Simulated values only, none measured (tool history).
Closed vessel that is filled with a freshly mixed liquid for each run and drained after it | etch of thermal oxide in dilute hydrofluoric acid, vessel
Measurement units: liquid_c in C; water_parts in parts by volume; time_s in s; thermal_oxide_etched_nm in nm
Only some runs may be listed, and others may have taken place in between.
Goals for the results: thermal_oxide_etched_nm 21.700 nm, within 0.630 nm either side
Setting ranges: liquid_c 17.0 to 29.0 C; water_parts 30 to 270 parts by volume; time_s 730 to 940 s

run,hour,liquid_c,water_parts,time_s,thermal_oxide_etched_nm
1,0.0,21.0,150,940,25.353
2,1.4,20.5,150,940,24.666
3,6.4,20.5,150,730,19.459
4,9.5,20.5,100,730,30.714
5,17.6,24.0,100,730,35.121
6,26.2,21.0,100,730,30.756
7,27.8,20.5,105,730,29.172
8,37.5,20.0,110,730,26.811

Below are 4 possible settings for the next run. Only one of them brings all results inside the allowed miss of their targets. Which is it?
A,47.2,18.0,120,765,?
B,47.2,20.5,125,730,?
C,47.2,20.0,140,780,?
D,47.2,20.0,145,860,?

move,thermal_oxide_etched_nm
A,23.452
B,23.664
C,21.774
D,23.058
A: closes in on the targets versus the last run, not all within tolerance yet
B: closes in on the targets versus the last run, not all within tolerance yet
C: meets every target
D: closes in on the targets versus the last run, not all within tolerance yet
The move that meets every target is C.
